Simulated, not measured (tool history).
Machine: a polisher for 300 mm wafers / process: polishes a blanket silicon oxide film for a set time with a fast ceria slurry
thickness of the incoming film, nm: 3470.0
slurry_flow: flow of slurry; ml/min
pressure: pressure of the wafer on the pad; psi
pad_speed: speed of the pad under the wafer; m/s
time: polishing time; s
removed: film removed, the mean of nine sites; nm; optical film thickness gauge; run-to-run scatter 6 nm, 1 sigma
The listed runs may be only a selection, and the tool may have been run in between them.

run	hour	slurry_flow	pressure	pad_speed	time	removed
1	0	265	1.8	1.28	40	402.15
2	6.6	265	1.8	1.06	40	339.05
3	13.4	265	1.8	1.32	40	415.86
4	21.8	265	1.8	1.54	40	477.56
5	25.2	290	1.8	1.54	40	476.67
6	26.9	290	1.5	1.54	40	400.36

What will run 7 give?
7	28.6	290	1.5	1.54	40	?

removed: 407.78 nm
